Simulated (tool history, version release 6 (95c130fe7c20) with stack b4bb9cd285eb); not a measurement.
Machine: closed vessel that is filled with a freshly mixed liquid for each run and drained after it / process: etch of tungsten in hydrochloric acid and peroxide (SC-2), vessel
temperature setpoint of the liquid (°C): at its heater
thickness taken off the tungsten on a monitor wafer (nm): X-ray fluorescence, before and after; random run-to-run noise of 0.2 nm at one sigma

run,hour,temperature setpoint of the liquid (°C),parts of water to one part each of 37 % hydrochloric acid and 30 % peroxide (parts by volume),time in the liquid (s),thickness taken off the tungsten on a monitor wafer (nm)
1,0.0,47.0,7.5,230,32.267
2,5.6,40.0,7.5,230,19.931
3,10.2,40.0,7.5,230,19.774
4,17.6,47.0,7.5,230,32.534
5,23.6,52.0,7.5,230,45.058
6,24.5,49.5,7.5,230,38.907

Run 7 is up next; what results do you expect?
7,27.1,48.0,7.5,230,?

Run 7 measured thickness taken off the tungsten on a monitor wafer (nm) 34.810.
